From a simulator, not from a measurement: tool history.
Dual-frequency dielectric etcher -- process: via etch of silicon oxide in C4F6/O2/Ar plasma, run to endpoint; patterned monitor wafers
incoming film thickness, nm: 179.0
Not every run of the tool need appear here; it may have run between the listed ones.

run,hour,bias power (W),source power (W),Ar flow (sccm),endpoint time (s)
1,0.0,348,390,406,50.592
2,0.8,375,400,403,49.971
3,7.8,375,440,403,47.426
4,16.3,388,450,400,46.127
5,22.3,388,390,400,49.296
6,27.4,388,390,346,48.304

Estimate the outcome of run 7 from the log above:
7,32.5,403,400,342,?

{"run 7": {"endpoint time (s)": 47.507}}
